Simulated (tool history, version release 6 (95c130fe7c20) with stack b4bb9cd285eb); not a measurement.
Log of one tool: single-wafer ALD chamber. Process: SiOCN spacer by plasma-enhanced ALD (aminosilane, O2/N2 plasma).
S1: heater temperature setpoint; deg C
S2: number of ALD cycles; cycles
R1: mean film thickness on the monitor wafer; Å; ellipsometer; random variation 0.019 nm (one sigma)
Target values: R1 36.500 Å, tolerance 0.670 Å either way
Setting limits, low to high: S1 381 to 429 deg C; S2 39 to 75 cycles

run 1 day=0.000 | S1=405 S2=57 | R1=34.072
run 2 day=0.375 | S1=402 S2=58 | R1=34.652
run 3 day=0.662 | S1=413 S2=58 | R1=33.593
run 4 day=0.758 | S1=410 S2=59 | R1=34.288
run 5 day=0.971 | S1=407 S2=59 | R1=35.022
run 6 day=1.196 | S1=407 S2=51 | R1=30.154
run 7 day=1.267 | S1=403 S2=53 | R1=31.841
run 8 day=1.596 | S1=400 S2=54 | R1=32.400
run 9 day=1.758 | S1=398 S2=55 | R1=32.939
run 10 day=2.021 | S1=397 S2=56 | R1=33.219
-- day=2.117 thermocouple changed; heater temperature recalibrated
run 11 day=2.117 | S1=397 S2=57 | R1=33.973
run 12 day=2.208 | S1=397 S2=58 | R1=34.350
run 13 day=2.308 | S1=397 S2=59 | R1=35.234

Which single option among these 4 for the next run brings every result within its allowed miss of target? Just one does.
run A day=2.408 | S1=394 S2=56 | R1=?
run B day=2.408 | S1=401 S2=59 | R1=?
run C day=2.408 | S1=396 S2=61 | R1=?
run D day=2.408 | S1=395 S2=64 | R1=?

move=A R1=33.388
move=B R1=35.130
move=C R1=36.369
move=D R1=38.158
A: the biggest miss grows against the last run
B: the biggest miss grows against the last run
C: every result within its allowed miss
D: the result that was furthest off in the last run now lies on the other side of its target
The right move is C.
